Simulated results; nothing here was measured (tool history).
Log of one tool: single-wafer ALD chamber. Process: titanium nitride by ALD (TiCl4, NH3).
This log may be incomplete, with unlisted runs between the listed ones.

| run | day | heater temperature setpoint (°C) | number of ALD cycles (cycles) | NH3 pulse time (s) | mean film thickness on the monitor wafer (angstrom) |
|---|---|---|---|---|---|
| 1 | 0 | 410 | 69 | 1.76 | 15.876 |
| 2 | 0.262 | 405 | 69 | 1.54 | 15.768 |
| 3 | 0.517 | 401 | 69 | 1.36 | 15.619 |
| 4 | 0.671 | 398 | 69 | 1.22 | 15.424 |
| 5 | 0.996 | 398 | 69 | 1.56 | 15.674 |
| 6 | 1.329 | 398 | 69 | 1.3 | 15.376 |
| 7 | 1.396 | 398 | 69 | 1.3 | 15.454 |
| 8 | 1.533 | 397 | 69 | 1.19 | 15.374 |

What will run 9 give?
| 9 | 1.892 | 386 | 69 | 0.63 | ? |

{"run 9": {"mean film thickness on the monitor wafer (angstrom)": 12.951}}
